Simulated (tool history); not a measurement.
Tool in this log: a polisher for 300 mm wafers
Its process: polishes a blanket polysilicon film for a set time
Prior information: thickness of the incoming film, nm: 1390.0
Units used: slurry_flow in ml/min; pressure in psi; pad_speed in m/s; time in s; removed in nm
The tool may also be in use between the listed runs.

run,hour,slurry_flow,pressure,pad_speed,time,removed
1,0,300,1.8,1.18,45,299.03
2,0.6,300,1.8,1.18,45,293.69
3,5,295,1.6,1.18,45,266.99
4,5.9,290,1.5,1.18,45,253.96
5,12.9,290,1.7,1.18,45,281.55
6,15.1,290,1.4,1.18,45,236.38

Run 7 comes next. What will it give?
7,15.7,290,1.4,1.18,45,?

removed: 235.53 nm
